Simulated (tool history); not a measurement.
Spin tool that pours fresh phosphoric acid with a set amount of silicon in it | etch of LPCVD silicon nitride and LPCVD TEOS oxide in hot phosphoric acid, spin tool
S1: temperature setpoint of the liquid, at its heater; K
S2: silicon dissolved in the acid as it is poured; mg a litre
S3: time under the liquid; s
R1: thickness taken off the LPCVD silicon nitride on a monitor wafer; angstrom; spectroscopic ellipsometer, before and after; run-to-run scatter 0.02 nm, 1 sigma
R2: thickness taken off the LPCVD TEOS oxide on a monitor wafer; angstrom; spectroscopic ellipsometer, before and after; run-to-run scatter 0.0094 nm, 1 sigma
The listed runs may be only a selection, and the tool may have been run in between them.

run	hour	S1	S2	S3	R1	R2
1	0.0	434.15	17.5	180	156.870	3.8780
2	7.0	434.15	17.5	115	100.340	2.2219
3	10.1	435.15	17.5	115	103.320	2.5139
4	12.7	435.15	9.0	115	103.150	3.3734
5	20.4	434.65	9.5	100	87.773	2.6520
6	21.0	434.65	1.0	100	88.193	2.5993
7	24.4	434.15	1.0	90	77.767	2.8366
8	30.3	434.15	1.0	90	78.240	3.0207
9	35.3	434.15	1.0	90	77.577	2.2786
10	36.3	433.65	1.0	85	72.757	2.3093
11	37.9	433.15	2.5	80	66.731	1.9708
12	40.5	432.65	3.5	80	65.711	2.0816
13	43.2	432.15	7.0	75	60.733	1.8201

Run 14 has not been measured yet. What should we expect?
14	49.9	431.65	10.5	75	?	?

R1: 59.859 angstrom
R2: 1.6132 angstrom

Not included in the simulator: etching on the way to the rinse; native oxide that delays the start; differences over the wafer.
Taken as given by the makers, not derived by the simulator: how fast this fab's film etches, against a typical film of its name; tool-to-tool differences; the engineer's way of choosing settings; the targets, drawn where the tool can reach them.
